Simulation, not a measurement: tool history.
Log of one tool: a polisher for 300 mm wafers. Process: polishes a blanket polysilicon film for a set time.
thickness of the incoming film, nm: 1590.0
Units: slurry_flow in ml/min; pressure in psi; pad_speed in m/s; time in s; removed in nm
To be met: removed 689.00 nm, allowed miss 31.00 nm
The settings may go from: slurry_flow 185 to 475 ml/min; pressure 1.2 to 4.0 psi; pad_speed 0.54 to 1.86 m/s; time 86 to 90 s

| run | hour | slurry_flow | pressure | pad_speed | time | removed |
|---|---|---|---|---|---|---|
| 1 | 0.0 | 305 | 2.6 | 1.18 | 86 | 878.25 |
| 2 | 2.6 | 305 | 2.6 | 1.46 | 86 | 1077.80 |
| 3 | 6.9 | 305 | 2.3 | 1.46 | 86 | 972.12 |
| 4 | 12.0 | 305 | 2.3 | 1.46 | 90 | 1034.50 |
| 5 | 17.4 | 305 | 2.1 | 1.44 | 90 | 960.58 |
| 6 | 19.6 | 305 | 1.9 | 1.42 | 90 | 900.55 |
| 7 | 22.5 | 305 | 1.7 | 1.40 | 90 | 819.15 |
| 8 | 27.1 | 305 | 1.6 | 1.40 | 90 | 752.92 |

4 next moves are on the table. One of them brings every result within its allowed miss. Which?
| A | 31.7 | 300 | 1.6 | 1.44 | 90 | ? |
| B | 31.7 | 295 | 1.7 | 1.40 | 90 | ? |
| C | 31.7 | 305 | 1.6 | 1.28 | 88 | ? |
| D | 31.7 | 200 | 1.8 | 1.50 | 87 | ? |

| move | removed |
|---|---|
| A | 797.06 |
| B | 806.52 |
| C | 698.22 |
| D | 831.57 |
A: further off than the last run
B: further off than the last run
C: meets every target
D: further off than the last run
Move C is the one to make.
